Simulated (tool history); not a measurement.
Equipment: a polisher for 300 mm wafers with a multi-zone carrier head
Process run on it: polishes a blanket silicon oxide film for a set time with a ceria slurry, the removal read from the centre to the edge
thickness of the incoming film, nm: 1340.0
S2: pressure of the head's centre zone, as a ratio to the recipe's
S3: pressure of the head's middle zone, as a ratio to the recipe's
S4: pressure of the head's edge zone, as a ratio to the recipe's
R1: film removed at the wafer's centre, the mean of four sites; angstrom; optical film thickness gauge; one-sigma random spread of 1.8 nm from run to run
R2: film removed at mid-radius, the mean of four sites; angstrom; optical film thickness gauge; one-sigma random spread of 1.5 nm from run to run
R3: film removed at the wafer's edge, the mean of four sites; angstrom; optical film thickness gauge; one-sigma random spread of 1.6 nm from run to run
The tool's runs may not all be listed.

Run 1, day 0: flow of slurry (ml/min) 215, S2 1, S3 1, S4 1, polishing time (s) 40. Result: R1 1110.8 angstrom, R2 1083.2 angstrom, R3 1072.6 angstrom.
Run 2, day 0.204: flow of slurry (ml/min) 215, S2 1, S3 1, S4 1, polishing time (s) 45. Result: R1 1234.8 angstrom, R2 1256.2 angstrom, R3 1212.5 angstrom.
Run 3, day 0.396: flow of slurry (ml/min) 220, S2 1.01, S3 1.01, S4 1.01, polishing time (s) 45. Result: R1 1246.4 angstrom, R2 1223.9 angstrom, R3 1222.5 angstrom.
Run 4, day 0.767: flow of slurry (ml/min) 165, S2 1.01, S3 1.01, S4 1.01, polishing time (s) 45. Result: R1 1200.7 angstrom, R2 1170 angstrom, R3 1166.8 angstrom.
Run 5, day 0.938: flow of slurry (ml/min) 175, S2 1.02, S3 1.02, S4 1.02, polishing time (s) 45. Result: R1 1227.6 angstrom, R2 1220.6 angstrom, R3 1198.2 angstrom.
Run 6, day 1.171: flow of slurry (ml/min) 175, S2 1.02, S3 1.02, S4 1.02, polishing time (s) 49. Result: R1 1329.5 angstrom, R2 1314.3 angstrom, R3 1318.7 angstrom.
Run 7, day 1.233: flow of slurry (ml/min) 185, S2 1.02, S3 1.03, S4 1.02, polishing time (s) 49. Result: R1 1337.9 angstrom, R2 1340.6 angstrom, R3 1325.4 angstrom.
Run 8, day 1.3: flow of slurry (ml/min) 195, S2 1.03, S3 1.04, S4 1.02, polishing time (s) 49. Result: R1 1352.1 angstrom, R2 1364.1 angstrom, R3 1320.4 angstrom.
Run 9, day 1.371: flow of slurry (ml/min) 200, S2 1.03, S3 1.04, S4 1.03, polishing time (s) 49. Result: R1 1361.1 angstrom, R2 1371.3 angstrom, R3 1317.6 angstrom.

Predict the results of run 10:
Run 10, day 1.612: flow of slurry (ml/min) 205, S2 1.03, S3 1.04, S4 1.03, polishing time (s) 49. Result: R1 ?, R2 ?, R3 ?.

{"run 10": {"R1": 1371.8, "R2": 1382.4, "R3": 1356.7}}
